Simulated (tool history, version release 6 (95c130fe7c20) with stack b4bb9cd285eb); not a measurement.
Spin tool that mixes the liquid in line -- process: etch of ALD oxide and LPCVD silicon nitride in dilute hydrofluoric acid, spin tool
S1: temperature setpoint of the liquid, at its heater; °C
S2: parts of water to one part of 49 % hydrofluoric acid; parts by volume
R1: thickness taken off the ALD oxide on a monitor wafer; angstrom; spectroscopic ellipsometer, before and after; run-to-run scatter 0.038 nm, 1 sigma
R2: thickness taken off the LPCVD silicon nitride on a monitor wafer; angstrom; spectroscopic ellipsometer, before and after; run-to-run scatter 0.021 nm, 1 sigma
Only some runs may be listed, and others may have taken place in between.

{"run": 1, "hour": 0.0, "S1": 24, "S2": 180, "time under the liquid (s)": 180, "R1": 79.371, "R2": 4.437}
{"run": 2, "hour": 9.0, "S1": 23, "S2": 190, "time under the liquid (s)": 180, "R1": 71.556, "R2": 4.0799}
{"run": 3, "hour": 13.2, "S1": 24.5, "S2": 190, "time under the liquid (s)": 180, "R1": 75.719, "R2": 4.8192}
{"run": 4, "hour": 14.8, "S1": 24.5, "S2": 170, "time under the liquid (s)": 180, "R1": 87.291, "R2": 4.4175}
{"run": 5, "hour": 23.2, "S1": 26.5, "S2": 170, "time under the liquid (s)": 180, "R1": 91.897, "R2": 4.8943}
{"run": 6, "hour": 27.0, "S1": 25, "S2": 180, "time under the liquid (s)": 180, "R1": 82.516, "R2": 4.5233}

For run 7, what comes out?
{"run": 7, "hour": 33.2, "S1": 24, "S2": 190, "time under the liquid (s)": 180, "R1": "?", "R2": "?"}

R1: 74.426 angstrom
R2: 3.8688 angstrom

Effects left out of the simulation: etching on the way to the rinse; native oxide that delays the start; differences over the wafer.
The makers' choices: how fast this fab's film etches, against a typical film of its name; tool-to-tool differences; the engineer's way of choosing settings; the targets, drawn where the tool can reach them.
